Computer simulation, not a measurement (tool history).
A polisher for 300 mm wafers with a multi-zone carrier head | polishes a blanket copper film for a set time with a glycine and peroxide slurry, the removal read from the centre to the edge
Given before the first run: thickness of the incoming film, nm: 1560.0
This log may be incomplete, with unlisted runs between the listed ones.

run    day  flow of slurry (ml/min)  pressure of the head's centre zone  pressure of the head's middle zone  pressure of the head's edge zone  polishing time (s)  film removed at the wafer's centre (angstrom)  film removed at mid-radius (angstrom)  film removed at the wafer's edge (angstrom)
  1  0.000                      255                                1.00                                1.00                              1.00                  32                                         2195.6                                 2171.1                                       2154.4
  2  0.229                      255                                1.05                                1.00                              1.00                  32                                         2288.7                                 2161.0                                       2156.2
  3  0.321                      255                                1.05                                0.96                              1.00                  32                                         2296.5                                 2064.9                                       2179.0
  4  0.467                      255                                1.04                                0.95                              0.98                  31                                         2229.9                                 1968.9                                       2050.7
  5  0.675                      255                                1.04                                0.95                              0.95                  31                                         2196.8                                 1989.5                                       2023.9
  6  0.850                      255                                1.04                                0.95                              0.95                  35                                         2449.0                                 2254.5                                       2312.9
  7  0.912                      250                                1.03                                0.94                              0.94                  34                                         2395.1                                 2159.4                                       2227.6
  8  1.071                      250                                1.01                                0.93                              0.93                  33                                         2286.5                                 2039.6                                       2140.2

Forecast run 9:
  9  1.371                      250                                1.00                                0.93                              0.92                  32                                              ?                                      ?                                            ?

film removed at the wafer's centre (angstrom): 2189.0
film removed at mid-radius (angstrom): 2040.4
film removed at the wafer's edge (angstrom): 2061.5
